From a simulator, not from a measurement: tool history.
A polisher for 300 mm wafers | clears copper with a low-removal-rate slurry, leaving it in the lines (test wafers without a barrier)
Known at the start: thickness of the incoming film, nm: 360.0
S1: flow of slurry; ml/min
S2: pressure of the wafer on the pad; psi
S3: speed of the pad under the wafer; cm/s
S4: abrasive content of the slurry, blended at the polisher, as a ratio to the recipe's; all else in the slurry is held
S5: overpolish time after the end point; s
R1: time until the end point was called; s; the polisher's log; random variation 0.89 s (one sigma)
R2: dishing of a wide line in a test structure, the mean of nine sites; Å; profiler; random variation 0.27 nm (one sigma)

Run 1, hour 0: S1 225 ml/min, S2 3.8 psi, S3 88 cm/s, S4 1, S5 15 s. Result: R1 113.91 s, R2 379 Å.
Run 2, hour 5.2: S1 230 ml/min, S2 3.9 psi, S3 90 cm/s, S4 1, S5 11 s. Result: R1 108.48 s, R2 304.02 Å.
Run 3, hour 11.2: S1 255 ml/min, S2 3.9 psi, S3 90 cm/s, S4 1, S5 11 s. Result: R1 107.28 s, R2 300.05 Å.
Run 4, hour 18.5: S1 255 ml/min, S2 3.9 psi, S3 90 cm/s, S4 0.8, S5 11 s. Result: R1 113.76 s, R2 281.05 Å.
Run 5, hour 25: S1 255 ml/min, S2 3.9 psi, S3 90 cm/s, S4 0.8, S5 7 s. Result: R1 114.17 s, R2 192.61 Å.
Run 6, hour 29.4: S1 255 ml/min, S2 4.2 psi, S3 90 cm/s, S4 0.75, S5 6 s. Result: R1 108.37 s, R2 175.14 Å.
Run 7, hour 32.5: S1 260 ml/min, S2 4.4 psi, S3 90 cm/s, S4 0.75, S5 6 s. Result: R1 104.34 s, R2 182.57 Å.
Run 8, hour 33.4: S1 260 ml/min, S2 4.6 psi, S3 90 cm/s, S4 0.75, S5 6 s. Result: R1 96.628 s, R2 188.32 Å.
Run 9, hour 38.9: S1 260 ml/min, S2 4.7 psi, S3 90 cm/s, S4 0.75, S5 6 s. Result: R1 96.719 s, R2 198.91 Å.

The next listed run, before its measurement:
Run 10, hour 46.5: S1 260 ml/min, S2 4.8 psi, S3 90 cm/s, S4 0.75, S5 6 s. Result: R1 ?, R2 ?.

Run 10 gave R1 94.714 s, R2 193.69 Å.

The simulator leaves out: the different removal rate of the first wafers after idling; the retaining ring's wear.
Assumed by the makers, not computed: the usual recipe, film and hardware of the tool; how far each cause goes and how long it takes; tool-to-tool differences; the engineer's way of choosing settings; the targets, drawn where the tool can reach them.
